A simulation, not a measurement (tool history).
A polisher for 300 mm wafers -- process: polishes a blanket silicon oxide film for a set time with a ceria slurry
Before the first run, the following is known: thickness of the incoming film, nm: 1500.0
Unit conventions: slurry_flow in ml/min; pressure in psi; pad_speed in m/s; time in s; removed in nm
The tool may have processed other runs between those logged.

run	hour	slurry_flow	pressure	pad_speed	time	removed
1	0	230	3.1	0.9	46	209.19
2	7.5	230	3.1	0.9	40	183.89
3	13.8	230	3.5	0.9	40	206.08
4	20.3	250	3.5	0.9	40	212.3
5	24.1	250	3.5	0.68	40	157.5
6	29.8	250	4.3	0.68	40	196.72
7	35.5	250	4.3	0.68	40	196.36

Run 8, settings as shown, results not yet in. Your forecast:
8	42.5	250	3.7	0.66	40	?

{"run 8": {"removed": 159.71}}

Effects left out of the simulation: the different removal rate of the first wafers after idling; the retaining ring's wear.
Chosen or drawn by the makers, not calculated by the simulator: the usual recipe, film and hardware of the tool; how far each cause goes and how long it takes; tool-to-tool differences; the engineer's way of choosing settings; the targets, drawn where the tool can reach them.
